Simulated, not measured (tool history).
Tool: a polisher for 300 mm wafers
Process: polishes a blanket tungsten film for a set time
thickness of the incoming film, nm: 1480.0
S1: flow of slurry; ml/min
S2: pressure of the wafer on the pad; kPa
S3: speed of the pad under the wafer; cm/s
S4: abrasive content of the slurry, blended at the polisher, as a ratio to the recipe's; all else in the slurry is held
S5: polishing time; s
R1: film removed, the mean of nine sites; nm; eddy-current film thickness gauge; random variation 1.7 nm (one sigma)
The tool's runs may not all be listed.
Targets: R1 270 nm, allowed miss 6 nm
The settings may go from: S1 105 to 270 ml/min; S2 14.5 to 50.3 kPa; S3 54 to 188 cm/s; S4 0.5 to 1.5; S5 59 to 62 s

{"run": 1, "hour": 0.0, "S1": 175, "S2": 32.4, "S3": 120, "S4": 1, "S5": 59, "R1": 347.53}
{"run": 2, "hour": 2.9, "S1": 170, "S2": 31.7, "S3": 120, "S4": 1, "S5": 59, "R1": 339.79}
{"run": 3, "hour": 11.1, "S1": 165, "S2": 31, "S3": 120, "S4": 1, "S5": 59, "R1": 330.84}
{"run": 4, "hour": 19.8, "S1": 160, "S2": 30.3, "S3": 120, "S4": 1, "S5": 59, "R1": 322.69}
{"run": 5, "hour": 25.6, "S1": 160, "S2": 30.3, "S3": 120, "S4": 0.85, "S5": 59, "R1": 301.56}
{"run": 6, "hour": 27.7, "S1": 160, "S2": 30.3, "S3": 120, "S4": 0.95, "S5": 59, "R1": 313.26}
{"hour": 32.6, "done": "slurry tank refilled with fresh slurry and peroxide"}
{"run": 7, "hour": 32.6, "S1": 155, "S2": 29.6, "S3": 120, "S4": 0.95, "S5": 59, "R1": 343.99}
{"run": 8, "hour": 36.9, "S1": 165, "S2": 29.6, "S3": 120, "S4": 0.95, "S5": 59, "R1": 347.48}
{"run": 9, "hour": 42.9, "S1": 155, "S2": 29.6, "S3": 120, "S4": 0.95, "S5": 59, "R1": 339.59}
{"run": 10, "hour": 50.0, "S1": 165, "S2": 29, "S3": 120, "S4": 0.95, "S5": 59, "R1": 337.54}
{"run": 11, "hour": 58.2, "S1": 160, "S2": 30.3, "S3": 118, "S4": 0.95, "S5": 59, "R1": 345.67}
{"run": 12, "hour": 61.8, "S1": 160, "S2": 30.3, "S3": 118, "S4": 0.95, "S5": 59, "R1": 341.65}
{"run": 13, "hour": 66.3, "S1": 170, "S2": 29, "S3": 118, "S4": 0.95, "S5": 59, "R1": 331.3}
{"run": 14, "hour": 69.4, "S1": 165, "S2": 28.3, "S3": 114, "S4": 0.95, "S5": 59, "R1": 310.53}
{"run": 15, "hour": 74.5, "S1": 165, "S2": 26.9, "S3": 114, "S4": 0.95, "S5": 59, "R1": 299.41}
{"run": 16, "hour": 81.5, "S1": 165, "S2": 26.2, "S3": 114, "S4": 0.95, "S5": 59, "R1": 289.97}
{"run": 17, "hour": 85.3, "S1": 165, "S2": 25.5, "S3": 114, "S4": 0.95, "S5": 59, "R1": 287.1}
{"run": 18, "hour": 91.7, "S1": 165, "S2": 24.8, "S3": 114, "S4": 0.95, "S5": 59, "R1": 278.54}

Which of these 5 next moves meets every target?
{"run": "A", "hour": 98.1, "S1": 185, "S2": 24.8, "S3": 108, "S4": 1, "S5": 59, "R1": "?"}
{"run": "B", "hour": 98.1, "S1": 205, "S2": 21.4, "S3": 128, "S4": 0.9, "S5": 62, "R1": "?"}
{"run": "C", "hour": 98.1, "S1": 220, "S2": 29, "S3": 98, "S4": 0.85, "S5": 59, "R1": "?"}
{"run": "D", "hour": 98.1, "S1": 120, "S2": 29, "S3": 114, "S4": 0.85, "S5": 59, "R1": "?"}
{"run": "E", "hour": 98.1, "S1": 130, "S2": 23.4, "S3": 134, "S4": 0.85, "S5": 60, "R1": "?"}

move=A R1=271.42
move=B R1=285.81
move=C R1=278.51
move=D R1=288.68
move=E R1=285.69
A: meets every target
B: further off than the last run
C: as far off as the last run
D: further off than the last run
E: further off than the last run
Answer: A

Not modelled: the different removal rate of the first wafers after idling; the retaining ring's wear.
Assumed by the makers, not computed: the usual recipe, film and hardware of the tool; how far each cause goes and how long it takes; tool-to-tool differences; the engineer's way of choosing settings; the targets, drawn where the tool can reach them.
